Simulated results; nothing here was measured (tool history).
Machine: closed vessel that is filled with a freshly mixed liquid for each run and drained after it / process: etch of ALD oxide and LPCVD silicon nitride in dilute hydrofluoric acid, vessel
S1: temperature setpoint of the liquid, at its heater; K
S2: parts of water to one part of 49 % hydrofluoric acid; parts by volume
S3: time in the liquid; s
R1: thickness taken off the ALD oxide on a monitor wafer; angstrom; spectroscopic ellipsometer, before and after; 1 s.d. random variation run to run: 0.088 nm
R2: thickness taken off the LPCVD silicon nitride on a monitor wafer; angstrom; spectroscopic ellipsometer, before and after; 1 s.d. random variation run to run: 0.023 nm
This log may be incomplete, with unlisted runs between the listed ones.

run 1 hour=0 | S1=298.15 S2=160 S3=595 | R1=444.81 R2=19.951
run 2 hour=3.6 | S1=300.65 S2=160 S3=595 | R1=493.56 R2=24.199
run 3 hour=11 | S1=300.65 S2=205 S3=595 | R1=362.72 R2=17.685
run 4 hour=14.7 | S1=303.15 S2=205 S3=595 | R1=394.91 R2=21.69
run 5 hour=22 | S1=304.65 S2=205 S3=595 | R1=414.74 R2=23.784
run 6 hour=31.3 | S1=306.15 S2=205 S3=595 | R1=437.94 R2=26.59
run 7 hour=37.3 | S1=304.65 S2=225 S3=600 | R1=373.71 R2=21.467
run 8 hour=42.1 | S1=303.65 S2=240 S3=600 | R1=333.8 R2=18.409
run 9 hour=43.3 | S1=303.15 S2=255 S3=590 | R1=297.75 R2=17.014
run 10 hour=48.5 | S1=302.15 S2=265 S3=590 | R1=271.45 R2=15.311
run 11 hour=56.7 | S1=301.65 S2=270 S3=595 | R1=264.21 R2=14.874
run 12 hour=63.1 | S1=301.15 S2=275 S3=595 | R1=255.94 R2=13.919
run 13 hour=72.1 | S1=301.15 S2=280 S3=590 | R1=247.45 R2=13.938

What will run 14 give?
run 14 hour=78.2 | S1=300.65 S2=285 S3=590 | R1=? R2=?

Run 14 gave R1 238.09 angstrom, R2 13.137 angstrom.
